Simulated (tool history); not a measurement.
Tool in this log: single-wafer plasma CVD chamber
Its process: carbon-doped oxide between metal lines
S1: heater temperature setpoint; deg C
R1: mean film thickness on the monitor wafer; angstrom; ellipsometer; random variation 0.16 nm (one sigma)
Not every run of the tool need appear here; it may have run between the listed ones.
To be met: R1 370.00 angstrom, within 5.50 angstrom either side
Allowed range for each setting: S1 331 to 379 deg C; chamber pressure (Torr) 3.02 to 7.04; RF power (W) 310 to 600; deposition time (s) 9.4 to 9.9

Run 1, day 0.000: S1 355 deg C, chamber pressure (Torr) 5.03, RF power (W) 455, deposition time (s) 9.9. Result: R1 465.99 angstrom.
Run 2, day 0.233: S1 359 deg C, chamber pressure (Torr) 4.57, RF power (W) 425, deposition time (s) 9.9. Result: R1 435.42 angstrom.
Run 3, day 0.350: S1 362 deg C, chamber pressure (Torr) 4.21, RF power (W) 405, deposition time (s) 9.9. Result: R1 417.78 angstrom.
Run 4, day 0.396: S1 364 deg C, chamber pressure (Torr) 3.97, RF power (W) 390, deposition time (s) 9.9. Result: R1 403.41 angstrom.
Run 5, day 0.438: S1 366 deg C, chamber pressure (Torr) 3.75, RF power (W) 380, deposition time (s) 9.9. Result: R1 394.12 angstrom.
Run 6, day 0.712: S1 373 deg C, chamber pressure (Torr) 3.75, RF power (W) 380, deposition time (s) 9.9. Result: R1 386.06 angstrom.
Run 7, day 0.950: S1 374 deg C, chamber pressure (Torr) 3.64, RF power (W) 375, deposition time (s) 9.9. Result: R1 382.54 angstrom.
Run 8, day 0.996: S1 375 deg C, chamber pressure (Torr) 3.54, RF power (W) 370, deposition time (s) 9.9. Result: R1 379.06 angstrom.

Below are 5 possible settings for the next run. Only one of them brings all results inside the allowed miss of their targets. Which is it?
Run A, day 1.042: S1 361 deg C, chamber pressure (Torr) 4.19, RF power (W) 365, deposition time (s) 9.6. Result: R1 ?.
Run B, day 1.042: S1 379 deg C, chamber pressure (Torr) 4.10, RF power (W) 365, deposition time (s) 9.7. Result: R1 ?.
Run C, day 1.042: S1 379 deg C, chamber pressure (Torr) 3.31, RF power (W) 415, deposition time (s) 9.7. Result: R1 ?.
Run D, day 1.042: S1 378 deg C, chamber pressure (Torr) 3.54, RF power (W) 390, deposition time (s) 9.8. Result: R1 ?.
Run E, day 1.042: S1 370 deg C, chamber pressure (Torr) 4.03, RF power (W) 360, deposition time (s) 9.9. Result: R1 ?.

move      R1
   A  388.90
   B  373.98
   C  388.87
   D  384.33
   E  386.34
A: its largest miss is bigger than the last run's
B: each result inside its tolerance
C: its largest miss is bigger than the last run's
D: its largest miss is bigger than the last run's
E: its largest miss is bigger than the last run's
Move B is the one to make.

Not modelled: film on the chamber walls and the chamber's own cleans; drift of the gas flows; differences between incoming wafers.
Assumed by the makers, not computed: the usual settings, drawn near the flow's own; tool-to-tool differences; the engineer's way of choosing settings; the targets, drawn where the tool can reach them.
